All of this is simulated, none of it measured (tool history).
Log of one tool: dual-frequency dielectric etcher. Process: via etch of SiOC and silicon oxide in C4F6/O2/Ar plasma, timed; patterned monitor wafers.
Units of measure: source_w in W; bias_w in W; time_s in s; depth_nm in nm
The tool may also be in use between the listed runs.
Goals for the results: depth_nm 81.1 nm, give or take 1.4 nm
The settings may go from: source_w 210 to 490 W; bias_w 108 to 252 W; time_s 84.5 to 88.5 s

{"run": 1, "day": 0.0, "source_w": 350, "bias_w": 180, "time_s": 84.5, "depth_nm": 92.73}
{"run": 2, "day": 0.338, "source_w": 320, "bias_w": 180, "time_s": 84.5, "depth_nm": 90.171}
{"run": 3, "day": 0.362, "source_w": 360, "bias_w": 180, "time_s": 84.5, "depth_nm": 93.65}
{"run": 4, "day": 0.729, "source_w": 360, "bias_w": 193, "time_s": 84.5, "depth_nm": 96.103}
{"run": 5, "day": 0.988, "source_w": 330, "bias_w": 189, "time_s": 84.5, "depth_nm": 91.598}
{"run": 6, "day": 1.183, "source_w": 280, "bias_w": 189, "time_s": 84.5, "depth_nm": 86.603}
{"run": 7, "day": 1.279, "source_w": 270, "bias_w": 188, "time_s": 84.5, "depth_nm": 85.554}
{"run": 8, "day": 1.538, "source_w": 270, "bias_w": 188, "time_s": 84.5, "depth_nm": 86.043}
{"run": 9, "day": 1.762, "source_w": 260, "bias_w": 187, "time_s": 84.5, "depth_nm": 84.608}
{"run": 10, "day": 2.125, "source_w": 250, "bias_w": 186, "time_s": 84.5, "depth_nm": 82.977}

4 next moves are on the table. One of them brings every result within its allowed miss. Which?
{"run": "A", "day": 2.488, "source_w": 250, "bias_w": 178, "time_s": 86, "depth_nm": "?"}
{"run": "B", "day": 2.488, "source_w": 280, "bias_w": 163, "time_s": 86, "depth_nm": "?"}
{"run": "C", "day": 2.488, "source_w": 320, "bias_w": 151, "time_s": 84.5, "depth_nm": "?"}
{"run": "D", "day": 2.488, "source_w": 230, "bias_w": 184, "time_s": 86, "depth_nm": "?"}

move=A depth_nm=82.916
move=B depth_nm=83.742
move=C depth_nm=84.161
move=D depth_nm=81.441
A: no better and no worse than the last run
B: misses by more than the last run did
C: misses by more than the last run did
D: hits every target within its allowed miss
Go with D: it meets all targets.
